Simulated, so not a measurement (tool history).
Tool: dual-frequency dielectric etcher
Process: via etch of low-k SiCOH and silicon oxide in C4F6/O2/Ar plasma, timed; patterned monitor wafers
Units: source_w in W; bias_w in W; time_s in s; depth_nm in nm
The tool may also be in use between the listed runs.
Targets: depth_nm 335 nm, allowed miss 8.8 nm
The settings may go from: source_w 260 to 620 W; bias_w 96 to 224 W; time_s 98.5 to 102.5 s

{"run": 1, "hour": 0.0, "source_w": 440, "bias_w": 160, "time_s": 98.5, "depth_nm": 281.43}
{"run": 2, "hour": 8.8, "source_w": 440, "bias_w": 187, "time_s": 98.5, "depth_nm": 299.56}
{"run": 3, "hour": 12.9, "source_w": 450, "bias_w": 188, "time_s": 98.5, "depth_nm": 306.62}
{"run": 4, "hour": 21.6, "source_w": 460, "bias_w": 189, "time_s": 98.5, "depth_nm": 309.38}
{"run": 5, "hour": 30.0, "source_w": 470, "bias_w": 190, "time_s": 98.5, "depth_nm": 310.53}
{"run": 6, "hour": 38.9, "source_w": 480, "bias_w": 191, "time_s": 98.5, "depth_nm": 312.69}
{"run": 7, "hour": 44.9, "source_w": 490, "bias_w": 192, "time_s": 98.5, "depth_nm": 314}
{"run": 8, "hour": 50.5, "source_w": 500, "bias_w": 194, "time_s": 98.5, "depth_nm": 320.03}
{"run": 9, "hour": 57.0, "source_w": 500, "bias_w": 195, "time_s": 98.5, "depth_nm": 319.07}
{"run": 10, "hour": 60.2, "source_w": 500, "bias_w": 196, "time_s": 98.5, "depth_nm": 321.61}

Which of these 4 next moves meets every target?
{"run": "A", "hour": 63.4, "source_w": 440, "bias_w": 186, "time_s": 100, "depth_nm": "?"}
{"run": "B", "hour": 63.4, "source_w": 520, "bias_w": 176, "time_s": 100, "depth_nm": "?"}
{"run": "C", "hour": 63.4, "source_w": 500, "bias_w": 197, "time_s": 102.5, "depth_nm": "?"}
{"run": "D", "hour": 63.4, "source_w": 520, "bias_w": 169, "time_s": 100, "depth_nm": "?"}

move=A depth_nm=306.2
move=B depth_nm=315.26
move=C depth_nm=334.4
move=D depth_nm=310
A: further off than the last run
B: further off than the last run
C: meets every target
D: further off than the last run
The right move is C.
